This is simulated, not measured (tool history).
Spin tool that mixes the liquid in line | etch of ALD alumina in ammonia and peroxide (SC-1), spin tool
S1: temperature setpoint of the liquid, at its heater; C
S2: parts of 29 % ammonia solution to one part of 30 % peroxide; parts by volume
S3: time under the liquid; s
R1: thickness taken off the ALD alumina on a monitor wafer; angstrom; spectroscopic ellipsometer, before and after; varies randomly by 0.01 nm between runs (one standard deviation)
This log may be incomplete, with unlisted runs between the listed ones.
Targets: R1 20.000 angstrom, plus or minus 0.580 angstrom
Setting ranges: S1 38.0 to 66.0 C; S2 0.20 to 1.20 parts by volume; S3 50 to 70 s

Run 1, hour 0.0: S1 50.0 C, S2 0.85 parts by volume, S3 70 s. Result: R1 39.692 angstrom.
Run 2, hour 6.4: S1 44.5 C, S2 0.85 parts by volume, S3 70 s. Result: R1 29.478 angstrom.
Run 3, hour 9.7: S1 43.0 C, S2 0.85 parts by volume, S3 70 s. Result: R1 26.632 angstrom.
Run 4, hour 17.4: S1 42.0 C, S2 0.85 parts by volume, S3 70 s. Result: R1 25.420 angstrom.
Run 5, hour 18.5: S1 47.5 C, S2 0.85 parts by volume, S3 70 s. Result: R1 34.485 angstrom.
Run 6, hour 22.8: S1 45.5 C, S2 0.85 parts by volume, S3 70 s. Result: R1 30.769 angstrom.
Run 7, hour 24.5: S1 44.0 C, S2 0.85 parts by volume, S3 70 s. Result: R1 28.351 angstrom.
Run 8, hour 31.7: S1 42.5 C, S2 0.85 parts by volume, S3 70 s. Result: R1 25.961 angstrom.
Run 9, hour 37.7: S1 41.5 C, S2 0.85 parts by volume, S3 70 s. Result: R1 24.474 angstrom.
Run 10, hour 41.1: S1 41.0 C, S2 0.85 parts by volume, S3 70 s. Result: R1 23.936 angstrom.
Run 11, hour 45.6: S1 41.0 C, S2 0.85 parts by volume, S3 70 s. Result: R1 23.868 angstrom.

Which one of the following 4 next-run settings gets every result inside its allowed miss? There is exactly one.
Run A, hour 50.1: S1 43.5 C, S2 0.55 parts by volume, S3 70 s. Result: R1 ?.
Run B, hour 50.1: S1 38.0 C, S2 0.75 parts by volume, S3 70 s. Result: R1 ?.
Run C, hour 50.1: S1 41.5 C, S2 1.15 parts by volume, S3 70 s. Result: R1 ?.
Run D, hour 50.1: S1 43.0 C, S2 0.70 parts by volume, S3 70 s. Result: R1 ?.

move      R1
   A  26.792
   B  19.983
   C  25.602
   D  26.637
A: further off than the last run
B: hits every target within its allowed miss
C: further off than the last run
D: further off than the last run
Correct choice: B, which meets every target

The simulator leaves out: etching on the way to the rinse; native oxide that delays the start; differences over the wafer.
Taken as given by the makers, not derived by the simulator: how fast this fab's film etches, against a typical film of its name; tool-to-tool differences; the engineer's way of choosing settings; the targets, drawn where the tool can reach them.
